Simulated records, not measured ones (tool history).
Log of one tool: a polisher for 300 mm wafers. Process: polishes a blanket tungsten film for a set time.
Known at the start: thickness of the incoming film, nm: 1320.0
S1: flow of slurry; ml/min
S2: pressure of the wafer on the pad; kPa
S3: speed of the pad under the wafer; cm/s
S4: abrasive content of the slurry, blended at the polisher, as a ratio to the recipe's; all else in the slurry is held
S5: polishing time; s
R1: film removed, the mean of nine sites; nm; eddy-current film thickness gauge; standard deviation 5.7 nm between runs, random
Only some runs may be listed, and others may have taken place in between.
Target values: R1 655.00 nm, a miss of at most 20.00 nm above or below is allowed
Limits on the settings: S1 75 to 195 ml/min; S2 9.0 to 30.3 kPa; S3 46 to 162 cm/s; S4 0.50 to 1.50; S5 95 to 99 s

run,hour,S1,S2,S3,S4,S5,R1
1,0.0,125,19.3,104,1.00,95,428.72
2,8.7,125,19.3,104,1.00,99,452.16
3,15.7,125,19.3,104,1.00,99,448.23
4,21.1,125,19.3,104,0.85,99,434.03
5,28.3,130,20.0,104,0.85,99,453.72
6,31.8,135,20.7,104,0.85,99,478.00
7,40.2,140,21.4,104,0.85,99,493.57
8,48.8,145,22.1,104,0.85,99,517.79
9,55.5,150,22.8,104,0.85,99,535.90
10,64.2,150,22.8,104,0.85,99,532.70

Exercise: of the 5 proposed moves below, exactly one satisfies all targets within the stated allowed misses. Which move is it?
A,72.9,150,24.8,116,0.90,99,?
B,72.9,145,21.4,94,0.80,99,?
C,72.9,160,19.3,92,0.70,95,?
D,72.9,150,19.3,92,0.95,95,?
E,72.9,140,22.1,88,0.80,98,?

move,R1
A,652.40
B,449.28
C,381.55
D,394.78
E,427.76
A: every result within its allowed miss
B: its largest miss is bigger than the last run's
C: its largest miss is bigger than the last run's
D: its largest miss is bigger than the last run's
E: its largest miss is bigger than the last run's
A meets every target.

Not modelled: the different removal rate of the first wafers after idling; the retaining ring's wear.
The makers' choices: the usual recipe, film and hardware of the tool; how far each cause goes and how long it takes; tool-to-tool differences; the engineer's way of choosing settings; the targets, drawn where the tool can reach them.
